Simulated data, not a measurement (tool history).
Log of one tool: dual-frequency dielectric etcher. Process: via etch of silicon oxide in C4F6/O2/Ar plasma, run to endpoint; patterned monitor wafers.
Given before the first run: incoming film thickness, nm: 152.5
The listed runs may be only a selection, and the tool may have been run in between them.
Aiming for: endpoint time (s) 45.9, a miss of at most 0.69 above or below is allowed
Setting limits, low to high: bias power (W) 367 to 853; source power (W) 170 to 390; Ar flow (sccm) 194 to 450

Run 1, hour 0: bias power (W) 610, source power (W) 280, Ar flow (sccm) 322. Result: endpoint time (s) 35.322.
Run 2, hour 6.4: bias power (W) 531, source power (W) 250, Ar flow (sccm) 329. Result: endpoint time (s) 41.277.
Run 3, hour 14.5: bias power (W) 497, source power (W) 250, Ar flow (sccm) 329. Result: endpoint time (s) 42.973.
Run 4, hour 20.7: bias power (W) 497, source power (W) 250, Ar flow (sccm) 275. Result: endpoint time (s) 41.663.
Run 5, hour 27.7: bias power (W) 570, source power (W) 250, Ar flow (sccm) 275. Result: endpoint time (s) 38.03.
Run 6, hour 29.6: bias power (W) 570, source power (W) 250, Ar flow (sccm) 300. Result: endpoint time (s) 38.876.
Run 7, hour 36.6: bias power (W) 519, source power (W) 250, Ar flow (sccm) 300. Result: endpoint time (s) 41.453.
Run 8, hour 37.8: bias power (W) 491, source power (W) 250, Ar flow (sccm) 300. Result: endpoint time (s) 42.377.
Run 9, hour 40.7: bias power (W) 467, source power (W) 250, Ar flow (sccm) 300. Result: endpoint time (s) 44.086.
Run 10, hour 49.7: bias power (W) 456, source power (W) 250, Ar flow (sccm) 300. Result: endpoint time (s) 44.914.
Run 11, hour 53.9: bias power (W) 450, source power (W) 250, Ar flow (sccm) 300. Result: endpoint time (s) 45.194.

Of the 4 settings listed for the next run, only one would bring every result within its allowed miss of target. Which one?
Run A, hour 58.1: bias power (W) 427, source power (W) 240, Ar flow (sccm) 273. Result: endpoint time (s) ?.
Run B, hour 58.1: bias power (W) 436, source power (W) 250, Ar flow (sccm) 293. Result: endpoint time (s) ?.
Run C, hour 58.1: bias power (W) 501, source power (W) 230, Ar flow (sccm) 326. Result: endpoint time (s) ?.
Run D, hour 58.1: bias power (W) 508, source power (W) 220, Ar flow (sccm) 280. Result: endpoint time (s) ?.

move  endpoint time (s)
   A             46.901
   B             45.649
   C             44.497
   D             44.249
A: takes the biggest miss from the last run beyond its target
B: every result lands within tolerance
C: misses by more than the last run did
D: misses by more than the last run did
Answer: B
